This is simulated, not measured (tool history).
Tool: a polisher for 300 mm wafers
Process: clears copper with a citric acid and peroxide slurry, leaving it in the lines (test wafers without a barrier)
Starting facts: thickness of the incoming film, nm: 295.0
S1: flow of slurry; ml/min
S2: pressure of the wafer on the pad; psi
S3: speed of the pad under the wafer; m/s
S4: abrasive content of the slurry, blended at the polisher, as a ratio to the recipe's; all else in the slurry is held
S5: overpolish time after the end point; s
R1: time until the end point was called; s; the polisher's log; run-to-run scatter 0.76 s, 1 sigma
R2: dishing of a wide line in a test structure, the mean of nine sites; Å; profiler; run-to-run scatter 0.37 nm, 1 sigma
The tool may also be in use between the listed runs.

run,hour,S1,S2,S3,S4,S5,R1,R2
1,0,180,4.1,0.96,1,9,96.034,150.91
2,2.9,175,4.6,1,1,10,80.893,189.17
3,10.3,175,4.6,1,1,12,82.645,222.6
4,16.1,180,5.1,1,1,12,73.683,239.65
5,17.8,180,5.4,1.04,1,12,67.58,262.88
6,26.6,180,5.4,1.04,0.85,12,69.032,262.48
7,34.3,180,5.6,1.06,0.85,12,65.947,268.84
8,40.2,180,5.8,1.08,0.85,12,62.413,278.89
9,48.4,180,5.9,1.1,0.85,12,59.714,284.58
10,50.9,180,6,1.12,0.85,12,57.258,294.5

Run 11, settings as shown, results not yet in. Your forecast:
11,57.2,180,6.1,1.14,0.85,12,?,?

{"run 11": {"R1": 56.304, "R2": 307.42}}
